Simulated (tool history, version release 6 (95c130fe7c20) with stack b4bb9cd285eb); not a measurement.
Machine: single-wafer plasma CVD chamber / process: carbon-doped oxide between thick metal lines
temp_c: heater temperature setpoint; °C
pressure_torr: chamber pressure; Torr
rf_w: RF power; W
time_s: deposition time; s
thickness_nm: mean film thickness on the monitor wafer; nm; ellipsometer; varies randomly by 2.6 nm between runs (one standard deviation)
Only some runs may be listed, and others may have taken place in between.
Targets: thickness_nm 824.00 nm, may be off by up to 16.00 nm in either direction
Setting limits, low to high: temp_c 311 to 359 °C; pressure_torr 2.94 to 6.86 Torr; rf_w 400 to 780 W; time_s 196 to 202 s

run,day,temp_c,pressure_torr,rf_w,time_s,thickness_nm
1,0.000,335,4.90,590,196,1062.60
2,0.371,335,4.90,630,196,1125.80
3,0.738,335,4.90,585,196,1064.10
4,0.783,335,4.90,650,196,1145.10
5,0.975,340,4.39,580,196,1019.70
6,1.267,340,4.39,515,196,923.82
7,1.304,350,3.41,470,196,794.60
8,1.400,348,3.48,470,196,801.99
9,1.742,347,3.53,470,196,804.76

Consider the 4 candidate settings below. Which is the only one whose results all fall within their allowed miss of target?
A,2.083,349,4.02,460,202,?
B,2.083,347,3.77,485,202,?
C,2.083,359,5.10,505,196,?
D,2.083,347,4.63,475,198,?

move,thickness_nm
A,822.72
B,866.74
C,880.28
D,855.61
A: each result inside its tolerance
B: moves the result that the last run missed by most past its target, out the other side
C: moves the result that the last run missed by most past its target, out the other side
D: moves the result that the last run missed by most past its target, out the other side
So the answer is move A, the one that meets all the targets.
